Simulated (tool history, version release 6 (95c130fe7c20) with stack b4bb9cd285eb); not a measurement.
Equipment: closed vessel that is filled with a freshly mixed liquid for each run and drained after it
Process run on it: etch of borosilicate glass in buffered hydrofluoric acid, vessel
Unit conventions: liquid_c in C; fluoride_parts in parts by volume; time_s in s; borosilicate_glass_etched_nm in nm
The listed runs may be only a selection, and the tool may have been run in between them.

| run | hour | liquid_c | fluoride_parts | time_s | borosilicate_glass_etched_nm |
|---|---|---|---|---|---|
| 1 | 0.0 | 22.0 | 17.5 | 90 | 60.902 |
| 2 | 4.0 | 22.0 | 17.5 | 90 | 60.418 |
| 3 | 9.8 | 24.0 | 17.5 | 90 | 67.312 |
| 4 | 10.3 | 25.5 | 17.5 | 90 | 72.338 |
| 5 | 11.9 | 25.5 | 19.5 | 90 | 65.708 |
| 6 | 14.1 | 23.5 | 19.5 | 90 | 58.456 |
| 7 | 19.3 | 25.0 | 19.0 | 90 | 64.821 |
| 8 | 27.5 | 26.0 | 18.5 | 90 | 70.663 |

The next listed run, before its measurement:
| 9 | 29.3 | 27.0 | 18.0 | 90 | ? |

For run 9 the tool returned borosilicate_glass_etched_nm 76.364 nm.
